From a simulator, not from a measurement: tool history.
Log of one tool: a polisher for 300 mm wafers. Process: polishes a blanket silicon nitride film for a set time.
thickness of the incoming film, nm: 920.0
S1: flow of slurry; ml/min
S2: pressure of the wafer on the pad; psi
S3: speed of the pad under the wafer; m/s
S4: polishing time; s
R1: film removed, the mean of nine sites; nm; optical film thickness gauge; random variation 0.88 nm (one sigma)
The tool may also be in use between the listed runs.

run,hour,S1,S2,S3,S4,R1
1,0.0,170,4.2,1.36,33,101.980
2,8.0,190,4.2,1.36,33,104.760
3,15.1,185,4.1,1.36,33,100.520
4,20.7,185,4.1,1.36,33,103.510
5,23.4,180,4.0,1.36,33,98.774
6,28.3,180,4.0,1.36,33,98.656
7,37.0,175,4.0,1.36,33,97.553
8,43.1,170,4.0,1.36,33,96.610
9,49.2,170,4.0,1.36,33,97.324
10,55.4,165,4.0,1.36,33,100.020

Run 11 comes next. What will it give?
11,57.1,165,3.4,1.34,33,?

R1: 82.558 nm
